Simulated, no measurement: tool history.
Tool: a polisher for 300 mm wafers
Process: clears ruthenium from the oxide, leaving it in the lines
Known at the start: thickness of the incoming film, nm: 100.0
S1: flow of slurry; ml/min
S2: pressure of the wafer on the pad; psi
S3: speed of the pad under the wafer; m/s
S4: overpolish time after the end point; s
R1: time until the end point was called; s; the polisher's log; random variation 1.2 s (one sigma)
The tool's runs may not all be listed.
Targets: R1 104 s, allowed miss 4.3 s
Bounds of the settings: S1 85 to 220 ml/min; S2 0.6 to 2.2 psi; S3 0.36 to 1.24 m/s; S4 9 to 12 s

{"run": 1, "hour": 0.0, "S1": 140, "S2": 1.4, "S3": 0.8, "S4": 12, "R1": 151.94}
{"run": 2, "hour": 2.7, "S1": 140, "S2": 1.5, "S3": 0.8, "S4": 12, "R1": 140.94}
{"run": 3, "hour": 10.1, "S1": 140, "S2": 1.5, "S3": 0.8, "S4": 9, "R1": 141.96}
{"run": 4, "hour": 11.2, "S1": 140, "S2": 1.5, "S3": 0.8, "S4": 9, "R1": 141.73}
{"hour": 17.4, "done": "head pressure recalibrated"}
{"run": 5, "hour": 17.4, "S1": 140, "S2": 1.6, "S3": 0.8, "S4": 9, "R1": 144.28}
{"run": 6, "hour": 25.8, "S1": 165, "S2": 1.6, "S3": 0.8, "S4": 9, "R1": 141.79}
{"run": 7, "hour": 32.9, "S1": 165, "S2": 1.7, "S3": 0.8, "S4": 9, "R1": 135.31}
{"run": 8, "hour": 37.7, "S1": 165, "S2": 1.8, "S3": 0.8, "S4": 9, "R1": 130.91}

Which of these 4 next moves meets every target?
{"run": "A", "hour": 42.5, "S1": 145, "S2": 1.6, "S3": 0.98, "S4": 12, "R1": "?"}
{"run": "B", "hour": 42.5, "S1": 160, "S2": 1.8, "S3": 1.1, "S4": 12, "R1": "?"}
{"run": "C", "hour": 42.5, "S1": 195, "S2": 2.2, "S3": 0.82, "S4": 10, "R1": "?"}
{"run": "D", "hour": 42.5, "S1": 175, "S2": 1.6, "S3": 0.98, "S4": 12, "R1": "?"}

move=A R1=120.25
move=B R1=95.476
move=C R1=103.49
move=D R1=116.88
A: nearer than the last run, and not there yet
B: takes the result that was furthest off past its target
C: meets every target
D: nearer than the last run, and not there yet
Answer: C
